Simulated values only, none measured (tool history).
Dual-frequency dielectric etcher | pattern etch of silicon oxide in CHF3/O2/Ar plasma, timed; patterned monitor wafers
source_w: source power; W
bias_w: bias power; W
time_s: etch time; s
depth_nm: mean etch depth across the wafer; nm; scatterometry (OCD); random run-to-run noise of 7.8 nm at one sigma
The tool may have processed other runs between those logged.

Run 1, hour 0.0: source_w 900 W, bias_w 160 W, time_s 656.5 s. Result: depth_nm 1601.2 nm.
Run 2, hour 3.8: source_w 840 W, bias_w 157 W, time_s 656.5 s. Result: depth_nm 1498.7 nm.
Run 3, hour 12.6: source_w 840 W, bias_w 185 W, time_s 656.5 s. Result: depth_nm 1620.4 nm.
Run 4, hour 20.1: source_w 790 W, bias_w 184 W, time_s 656.5 s. Result: depth_nm 1559.9 nm.
Run 5, hour 25.9: source_w 950 W, bias_w 184 W, time_s 656.5 s. Result: depth_nm 1716.7 nm.
Run 6, hour 30.3: source_w 880 W, bias_w 182 W, time_s 656.5 s. Result: depth_nm 1666.0 nm.
Run 7, hour 33.2: source_w 830 W, bias_w 181 W, time_s 656.5 s. Result: depth_nm 1582.2 nm.

Run 8, settings as shown, results not yet in. Your forecast:
Run 8, hour 35.7: source_w 830 W, bias_w 181 W, time_s 656.5 s. Result: depth_nm ?.

depth_nm: 1585.8 nm

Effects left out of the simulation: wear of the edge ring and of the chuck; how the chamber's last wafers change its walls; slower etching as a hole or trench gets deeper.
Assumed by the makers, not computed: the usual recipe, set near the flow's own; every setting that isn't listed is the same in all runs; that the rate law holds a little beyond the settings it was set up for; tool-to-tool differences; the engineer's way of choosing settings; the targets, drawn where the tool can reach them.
